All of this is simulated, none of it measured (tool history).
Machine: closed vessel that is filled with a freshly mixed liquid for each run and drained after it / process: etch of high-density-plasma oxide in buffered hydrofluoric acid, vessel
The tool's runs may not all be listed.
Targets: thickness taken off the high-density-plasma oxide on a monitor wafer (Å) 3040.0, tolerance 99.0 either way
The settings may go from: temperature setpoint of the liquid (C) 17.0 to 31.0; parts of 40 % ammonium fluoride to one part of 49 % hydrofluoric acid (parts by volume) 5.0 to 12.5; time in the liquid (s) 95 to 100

| run | hour | temperature setpoint of the liquid (C) | parts of 40 % ammonium fluoride to one part of 49 % hydrofluoric acid (parts by volume) | time in the liquid (s) | thickness taken off the high-density-plasma oxide on a monitor wafer (Å) |
|---|---|---|---|---|---|
| 1 | 0.0 | 23.0 | 7.5 | 95 | 1758.0 |
| 2 | 1.7 | 25.5 | 7.0 | 95 | 2239.3 |
| 3 | 2.2 | 27.5 | 7.0 | 95 | 2456.2 |
| 4 | 5.5 | 27.5 | 7.0 | 95 | 2473.5 |
| 5 | 10.3 | 28.5 | 7.0 | 95 | 2648.2 |
| 6 | 14.2 | 29.0 | 7.0 | 95 | 2676.7 |
| 7 | 22.7 | 29.5 | 7.0 | 95 | 2756.1 |
| 8 | 25.6 | 30.0 | 7.0 | 95 | 2828.1 |
| 9 | 33.3 | 30.5 | 7.0 | 95 | 2896.8 |

Pick the move, out of 4, that brings all results within their allowed miss; only one does.
| A | 41.0 | 30.5 | 7.0 | 100 | ? |
| B | 41.0 | 31.0 | 7.5 | 95 | ? |
| C | 41.0 | 31.0 | 8.0 | 100 | ? |
| D | 41.0 | 29.5 | 7.0 | 95 | ? |

| move | thickness taken off the high-density-plasma oxide on a monitor wafer (Å) |
|---|---|
| A | 3108.4 |
| B | 2813.7 |
| C | 2762.4 |
| D | 2802.3 |
A: hits every target within its allowed miss
B: lands further from the targets than the last run did
C: lands further from the targets than the last run did
D: lands further from the targets than the last run did
A is the move that brings every result within its allowed miss.
